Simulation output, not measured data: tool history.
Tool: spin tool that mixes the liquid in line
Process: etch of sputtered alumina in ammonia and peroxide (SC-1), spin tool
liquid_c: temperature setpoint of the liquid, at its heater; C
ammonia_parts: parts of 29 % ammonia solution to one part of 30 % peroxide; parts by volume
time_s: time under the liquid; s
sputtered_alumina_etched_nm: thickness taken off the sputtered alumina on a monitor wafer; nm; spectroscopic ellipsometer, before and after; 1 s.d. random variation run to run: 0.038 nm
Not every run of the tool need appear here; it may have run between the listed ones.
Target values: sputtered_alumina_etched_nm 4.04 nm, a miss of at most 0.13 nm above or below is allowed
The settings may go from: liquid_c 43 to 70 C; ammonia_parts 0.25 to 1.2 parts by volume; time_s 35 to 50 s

run 1 hour=0 | liquid_c=59 ammonia_parts=0.95 time_s=50 | sputtered_alumina_etched_nm=2.3056
run 2 hour=7.2 | liquid_c=60.5 ammonia_parts=0.95 time_s=50 | sputtered_alumina_etched_nm=2.4386
run 3 hour=11.3 | liquid_c=66.5 ammonia_parts=0.95 time_s=50 | sputtered_alumina_etched_nm=3.3117
run 4 hour=13.2 | liquid_c=67 ammonia_parts=1 time_s=50 | sputtered_alumina_etched_nm=3.441
run 5 hour=21.6 | liquid_c=67.5 ammonia_parts=1 time_s=50 | sputtered_alumina_etched_nm=3.4822
run 6 hour=26.9 | liquid_c=67.5 ammonia_parts=0.8 time_s=50 | sputtered_alumina_etched_nm=3.4995
run 7 hour=34.7 | liquid_c=68 ammonia_parts=0.85 time_s=50 | sputtered_alumina_etched_nm=3.4754
run 8 hour=35.4 | liquid_c=68.5 ammonia_parts=0.9 time_s=50 | sputtered_alumina_etched_nm=3.6251

Of the 5 settings listed for the next run, only one would bring every result within its allowed miss of target. Which one?
run A hour=36.1 | liquid_c=67 ammonia_parts=0.85 time_s=50 | sputtered_alumina_etched_nm=?
run B hour=36.1 | liquid_c=69 ammonia_parts=0.9 time_s=50 | sputtered_alumina_etched_nm=?
run C hour=36.1 | liquid_c=69.5 ammonia_parts=0.55 time_s=50 | sputtered_alumina_etched_nm=?
run D hour=36.1 | liquid_c=70 ammonia_parts=1.05 time_s=50 | sputtered_alumina_etched_nm=?
run E hour=36.1 | liquid_c=68.5 ammonia_parts=0.95 time_s=50 | sputtered_alumina_etched_nm=?

move=A sputtered_alumina_etched_nm=3.3897
move=B sputtered_alumina_etched_nm=3.7561
move=C sputtered_alumina_etched_nm=3.6734
move=D sputtered_alumina_etched_nm=3.9991
move=E sputtered_alumina_etched_nm=3.6851
A: misses by more than the last run did
B: gains on the last run, yet a result remains outside its allowed miss
C: gains on the last run, yet a result remains outside its allowed miss
D: hits every target within its allowed miss
E: gains on the last run, yet a result remains outside its allowed miss
So the answer is move D, the one that meets all the targets.
